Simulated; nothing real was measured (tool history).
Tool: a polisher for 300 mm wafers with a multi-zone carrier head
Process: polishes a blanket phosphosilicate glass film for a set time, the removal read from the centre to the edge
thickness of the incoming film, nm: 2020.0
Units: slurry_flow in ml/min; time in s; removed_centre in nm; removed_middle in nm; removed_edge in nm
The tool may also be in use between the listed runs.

run,day,slurry_flow,centre_zone,middle_zone,edge_zone,slurry_solids,time,removed_centre,removed_middle,removed_edge
1,0,155,1,1,1,1,84,426.97,425.41,430.75
2,0.317,160,0.99,1.03,1.04,1.15,86,479.62,469.23,487.35
3,0.354,170,0.95,1.08,1.05,1.25,87,487.15,523.02,519.95
4,0.5,170,0.95,1.02,1.05,1.25,87,481.87,494.24,523.56
5,0.629,195,0.95,1.02,1.05,1.25,87,503.93,518.21,521.11
6,0.696,195,0.94,1.06,1.06,1.35,88,511.48,551.81,545.22

Run 7 comes next. What will it give?
7,0.962,195,0.94,1.08,1.07,1.4,90,?,?,?

removed_centre: 537.19 nm
removed_middle: 586.23 nm
removed_edge: 566.8 nm
